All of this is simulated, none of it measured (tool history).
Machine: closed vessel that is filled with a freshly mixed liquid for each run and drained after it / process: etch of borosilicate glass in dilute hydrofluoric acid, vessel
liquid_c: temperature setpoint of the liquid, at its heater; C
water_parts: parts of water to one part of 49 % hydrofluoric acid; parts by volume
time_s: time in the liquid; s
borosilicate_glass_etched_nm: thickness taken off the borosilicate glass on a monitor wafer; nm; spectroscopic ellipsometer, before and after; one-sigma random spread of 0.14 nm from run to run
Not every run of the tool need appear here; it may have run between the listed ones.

Run 1, day 0: liquid_c 22 C, water_parts 95 parts by volume, time_s 30 s. Result: borosilicate_glass_etched_nm 6.4022 nm.
Run 2, day 0.229: liquid_c 20.5 C, water_parts 95 parts by volume, time_s 30 s. Result: borosilicate_glass_etched_nm 6.0484 nm.
Run 3, day 0.321: liquid_c 23.5 C, water_parts 70 parts by volume, time_s 30 s. Result: borosilicate_glass_etched_nm 9.5524 nm.
Run 4, day 0.546: liquid_c 26.5 C, water_parts 70 parts by volume, time_s 30 s. Result: borosilicate_glass_etched_nm 10.821 nm.
Run 5, day 0.854: liquid_c 28 C, water_parts 70 parts by volume, time_s 30 s. Result: borosilicate_glass_etched_nm 11.391 nm.
Run 6, day 1.2: liquid_c 28 C, water_parts 70 parts by volume, time_s 30 s. Result: borosilicate_glass_etched_nm 11.365 nm.
Run 7, day 1.558: liquid_c 28.5 C, water_parts 55 parts by volume, time_s 30 s. Result: borosilicate_glass_etched_nm 15.146 nm.

Estimate the outcome of run 8 from the log above:
Run 8, day 1.708: liquid_c 30 C, water_parts 20 parts by volume, time_s 30 s. Result: borosilicate_glass_etched_nm ?.

{"run 8": {"borosilicate_glass_etched_nm": 47.202}}

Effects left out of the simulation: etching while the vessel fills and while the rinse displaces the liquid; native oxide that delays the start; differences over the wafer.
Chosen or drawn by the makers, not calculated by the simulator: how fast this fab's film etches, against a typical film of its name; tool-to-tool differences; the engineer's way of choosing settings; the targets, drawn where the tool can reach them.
